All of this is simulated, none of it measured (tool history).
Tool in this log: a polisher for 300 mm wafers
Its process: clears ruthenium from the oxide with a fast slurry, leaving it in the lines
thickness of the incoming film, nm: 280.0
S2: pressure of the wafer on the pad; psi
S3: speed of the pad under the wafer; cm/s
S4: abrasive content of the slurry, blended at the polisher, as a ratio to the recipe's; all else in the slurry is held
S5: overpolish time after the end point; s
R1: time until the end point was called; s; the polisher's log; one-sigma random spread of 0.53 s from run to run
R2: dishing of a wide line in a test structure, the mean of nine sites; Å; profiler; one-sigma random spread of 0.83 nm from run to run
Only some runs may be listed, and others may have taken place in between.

{"run": 1, "hour": 0.0, "flow of slurry (ml/min)": 160, "S2": 3, "S3": 104, "S4": 1, "S5": 23, "R1": 61.144, "R2": 677.11}
{"run": 2, "hour": 1.9, "flow of slurry (ml/min)": 160, "S2": 3.3, "S3": 104, "S4": 1, "S5": 23, "R1": 59.149, "R2": 724.35}
{"run": 3, "hour": 4.2, "flow of slurry (ml/min)": 160, "S2": 3.8, "S3": 104, "S4": 1, "S5": 23, "R1": 53.704, "R2": 773.84}
{"run": 4, "hour": 10.4, "flow of slurry (ml/min)": 160, "S2": 4.3, "S3": 104, "S4": 1, "S5": 23, "R1": 48.467, "R2": 820.14}
{"hour": 11.8, "done": "worn pad replaced by a new one"}
{"run": 5, "hour": 11.8, "flow of slurry (ml/min)": 160, "S2": 4.3, "S3": 104, "S4": 1.2, "S5": 23, "R1": 41.984, "R2": 925.4}
{"run": 6, "hour": 20.2, "flow of slurry (ml/min)": 160, "S2": 4.3, "S3": 90, "S4": 1.2, "S5": 23, "R1": 48.478, "R2": 835.97}
{"run": 7, "hour": 26.2, "flow of slurry (ml/min)": 165, "S2": 4.4, "S3": 92, "S4": 1.2, "S5": 20, "R1": 46.709, "R2": 776.98}
{"run": 8, "hour": 34.3, "flow of slurry (ml/min)": 165, "S2": 4.4, "S3": 94, "S4": 1.2, "S5": 18, "R1": 44.327, "R2": 727.81}
{"run": 9, "hour": 35.5, "flow of slurry (ml/min)": 165, "S2": 4.4, "S3": 94, "S4": 1.2, "S5": 17, "R1": 44.831, "R2": 698.54}

Predict the results of run 10:
{"run": 10, "hour": 41.8, "flow of slurry (ml/min)": 165, "S2": 4.4, "S3": 94, "S4": 1.2, "S5": 16, "R1": "?", "R2": "?"}

R1: 44.871 s
R2: 657.18 Å
